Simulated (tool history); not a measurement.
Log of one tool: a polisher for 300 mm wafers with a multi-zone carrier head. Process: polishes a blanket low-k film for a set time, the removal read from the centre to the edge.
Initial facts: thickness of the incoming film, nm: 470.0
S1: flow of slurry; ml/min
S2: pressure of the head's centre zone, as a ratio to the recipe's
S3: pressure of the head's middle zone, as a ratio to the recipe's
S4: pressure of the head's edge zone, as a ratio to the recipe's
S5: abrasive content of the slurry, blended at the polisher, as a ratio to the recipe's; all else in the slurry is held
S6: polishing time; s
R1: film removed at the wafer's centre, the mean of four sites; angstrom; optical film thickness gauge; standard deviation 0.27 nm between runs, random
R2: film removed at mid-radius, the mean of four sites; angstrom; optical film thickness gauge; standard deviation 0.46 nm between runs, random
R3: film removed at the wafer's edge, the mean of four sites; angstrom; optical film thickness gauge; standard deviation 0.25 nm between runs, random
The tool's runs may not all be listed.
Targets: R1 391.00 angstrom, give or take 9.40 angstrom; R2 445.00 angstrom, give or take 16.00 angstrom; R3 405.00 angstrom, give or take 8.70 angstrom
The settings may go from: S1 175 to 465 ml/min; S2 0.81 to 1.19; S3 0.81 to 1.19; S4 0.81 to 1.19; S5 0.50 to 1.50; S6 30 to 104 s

run 1 day=0.000 | S1=295 S2=1.00 S3=1.00 S4=1.00 S5=1.00 S6=67 | R1=268.02 R2=261.07 R3=274.26
run 2 day=0.083 | S1=315 S2=1.00 S3=1.06 S4=1.03 S5=1.15 S6=69 | R1=292.37 R2=297.56 R3=307.61
run 3 day=0.300 | S1=315 S2=1.00 S3=1.06 S4=1.03 S5=1.00 S6=69 | R1=273.33 R2=282.23 R3=287.27
run 4 day=0.525 | S1=315 S2=1.00 S3=1.06 S4=1.03 S5=1.00 S6=55 | R1=219.99 R2=225.38 R3=229.15
run 5 day=0.808 | S1=330 S2=1.00 S3=1.10 S4=1.01 S5=1.15 S6=63 | R1=269.64 R2=283.07 R3=276.36
run 6 day=0.975 | S1=330 S2=1.00 S3=1.10 S4=1.01 S5=0.95 S6=63 | R1=245.29 R2=259.44 R3=253.95
run 7 day=1.121 | S1=335 S2=0.99 S3=1.13 S4=1.00 S5=1.15 S6=68 | R1=288.95 R2=316.79 R3=294.76
run 8 day=1.146 | S1=340 S2=0.99 S3=1.15 S4=1.02 S5=1.25 S6=71 | R1=313.59 R2=339.68 R3=322.69
run 9 day=1.171 | S1=345 S2=0.98 S3=1.16 S4=1.01 S5=1.35 S6=74 | R1=334.58 R2=382.22 R3=349.14
run 10 day=1.296 | S1=355 S2=0.99 S3=1.17 S4=1.02 S5=1.40 S6=76 | R1=353.38 R2=395.15 R3=366.40
run 11 day=1.642 | S1=355 S2=0.99 S3=1.18 S4=1.02 S5=1.45 S6=78 | R1=364.51 R2=408.54 R3=380.23
run 12 day=1.983 | S1=365 S2=0.99 S3=1.18 S4=1.01 S5=1.45 S6=79 | R1=372.57 R2=421.43 R3=386.44
-- day=2.029 edge zone pressure recalibrated
run 13 day=2.029 | S1=365 S2=0.99 S3=1.18 S4=1.01 S5=1.45 S6=80 | R1=372.54 R2=430.90 R3=371.85

Which of these 5 next moves meets every target?
run A day=2.075 | S1=430 S2=0.81 S3=1.15 S4=0.94 S5=1.40 S6=87 | R1=? R2=? R3=?
run B day=2.075 | S1=305 S2=0.88 S3=1.16 S4=1.11 S5=1.45 S6=82 | R1=? R2=? R3=?
run C day=2.075 | S1=330 S2=0.99 S3=1.19 S4=1.06 S5=1.45 S6=84 | R1=? R2=? R3=?
run D day=2.075 | S1=295 S2=0.85 S3=1.19 S4=1.02 S5=1.10 S6=93 | R1=? R2=? R3=?
run E day=2.075 | S1=300 S2=0.87 S3=1.19 S4=1.11 S5=1.45 S6=83 | R1=? R2=? R3=?

move=A R1=362.40 R2=454.96 R3=396.31
move=B R1=353.53 R2=426.67 R3=401.57
move=C R1=392.21 R2=449.56 R3=404.02
move=D R1=349.87 R2=440.86 R3=389.64
move=E R1=354.93 R2=440.92 R3=405.87
A: the worst result of the last run now meets its target, but another is out of spec
B: the worst result of the last run now meets its target, but another is out of spec
C: every result within its allowed miss
D: moves away from the targets compared with the last run
E: the worst result of the last run now meets its target, but another is out of spec
C is the move that brings every result within its allowed miss.
